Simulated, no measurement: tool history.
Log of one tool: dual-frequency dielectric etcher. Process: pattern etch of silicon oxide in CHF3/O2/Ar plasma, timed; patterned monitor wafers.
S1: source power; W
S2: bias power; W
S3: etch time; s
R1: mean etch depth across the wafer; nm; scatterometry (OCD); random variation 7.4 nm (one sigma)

| run | hour | S1 | S2 | S3 | R1 |
|---|---|---|---|---|---|
| 1 | 0 | 570 | 154 | 557.5 | 1016.7 |
| 2 | 0.9 | 600 | 158 | 558.5 | 1046.9 |
| 3 | 8.1 | 620 | 162 | 559.5 | 1063.6 |
| 4 | 10.8 | 640 | 167 | 561 | 1098.4 |
| 5 | 17.8 | 640 | 167 | 557.5 | 1080.1 |
| 6 | 20.7 | 660 | 172 | 559 | 1118.7 |
| 7 | 22.7 | 670 | 174 | 559.5 | 1120.1 |
| 8 | 24.2 | 680 | 177 | 560.5 | 1144.1 |
| 9 | 27.8 | 690 | 179 | 561 | 1143.1 |
| 10 | 31.8 | 700 | 182 | 562 | 1157.7 |
| 11 | 35 | 710 | 184 | 563 | 1171.7 |

Forecast run 12:
| 12 | 38.4 | 720 | 186 | 563.5 | ? |

{"run 12": {"R1": 1169.2}}

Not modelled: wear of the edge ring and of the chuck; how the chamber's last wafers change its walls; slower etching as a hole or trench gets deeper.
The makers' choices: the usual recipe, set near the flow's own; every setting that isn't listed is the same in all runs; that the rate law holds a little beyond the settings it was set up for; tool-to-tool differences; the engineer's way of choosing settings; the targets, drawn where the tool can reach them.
